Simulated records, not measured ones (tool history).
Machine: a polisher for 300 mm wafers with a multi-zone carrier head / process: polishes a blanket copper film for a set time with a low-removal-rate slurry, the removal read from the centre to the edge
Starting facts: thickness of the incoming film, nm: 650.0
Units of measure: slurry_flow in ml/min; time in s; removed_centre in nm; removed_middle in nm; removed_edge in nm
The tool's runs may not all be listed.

{"run": 1, "hour": 0.0, "slurry_flow": 225, "centre_zone": 1.0, "middle_zone": 1.0, "edge_zone": 1.0, "slurry_solids": 1.0, "time": 60, "removed_centre": 212.52, "removed_middle": 214.39, "removed_edge": 206.4}
{"run": 2, "hour": 8.4, "slurry_flow": 255, "centre_zone": 1.0, "middle_zone": 1.0, "edge_zone": 1.0, "slurry_solids": 1.0, "time": 60, "removed_centre": 215.61, "removed_middle": 216.92, "removed_edge": 215.01}
{"run": 3, "hour": 11.7, "slurry_flow": 255, "centre_zone": 1.0, "middle_zone": 0.96, "edge_zone": 1.0, "slurry_solids": 1.0, "time": 60, "removed_centre": 217.0, "removed_middle": 211.74, "removed_edge": 215.2}
{"run": 4, "hour": 15.6, "slurry_flow": 295, "centre_zone": 1.0, "middle_zone": 0.96, "edge_zone": 1.0, "slurry_solids": 1.0, "time": 60, "removed_centre": 219.94, "removed_middle": 212.36, "removed_edge": 217.49}
{"run": 5, "hour": 23.2, "slurry_flow": 285, "centre_zone": 1.03, "middle_zone": 0.91, "edge_zone": 0.97, "slurry_solids": 0.9, "time": 60, "removed_centre": 222.14, "removed_middle": 200.48, "removed_edge": 208.9}
{"run": 6, "hour": 27.6, "slurry_flow": 270, "centre_zone": 1.05, "middle_zone": 0.88, "edge_zone": 0.96, "slurry_solids": 0.85, "time": 60, "removed_centre": 222.56, "removed_middle": 188.32, "removed_edge": 206.08}

The next listed run, before its measurement:
{"run": 7, "hour": 32.5, "slurry_flow": 255, "centre_zone": 1.06, "middle_zone": 0.87, "edge_zone": 0.94, "slurry_solids": 0.85, "time": 60, "removed_centre": "?", "removed_middle": "?", "removed_edge": "?"}

removed_centre: 225.50 nm
removed_middle: 188.18 nm
removed_edge: 206.50 nm
